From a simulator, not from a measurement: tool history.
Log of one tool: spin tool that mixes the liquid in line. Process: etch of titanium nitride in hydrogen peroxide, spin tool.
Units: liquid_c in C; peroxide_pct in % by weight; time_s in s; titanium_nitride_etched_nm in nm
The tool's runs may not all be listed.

{"run": 1, "hour": 0.0, "liquid_c": 55, "peroxide_pct": 18.5, "time_s": 100, "titanium_nitride_etched_nm": 6.0892}
{"run": 2, "hour": 2.7, "liquid_c": 53.5, "peroxide_pct": 18.5, "time_s": 100, "titanium_nitride_etched_nm": 5.4931}
{"run": 3, "hour": 9.4, "liquid_c": 53.5, "peroxide_pct": 18.5, "time_s": 100, "titanium_nitride_etched_nm": 5.5365}
{"run": 4, "hour": 18.0, "liquid_c": 47.5, "peroxide_pct": 18.5, "time_s": 100, "titanium_nitride_etched_nm": 3.5604}
{"run": 5, "hour": 19.9, "liquid_c": 47.5, "peroxide_pct": 20, "time_s": 100, "titanium_nitride_etched_nm": 3.64}
{"run": 6, "hour": 28.5, "liquid_c": 48, "peroxide_pct": 20, "time_s": 100, "titanium_nitride_etched_nm": 3.7696}
{"run": 7, "hour": 32.3, "liquid_c": 48.5, "peroxide_pct": 20, "time_s": 100, "titanium_nitride_etched_nm": 3.9}
{"run": 8, "hour": 36.9, "liquid_c": 48.5, "peroxide_pct": 20, "time_s": 100, "titanium_nitride_etched_nm": 3.8932}

Forecast run 9:
{"run": 9, "hour": 42.5, "liquid_c": 49, "peroxide_pct": 20, "time_s": 100, "titanium_nitride_etched_nm": "?"}

titanium_nitride_etched_nm: 4.0551 nm
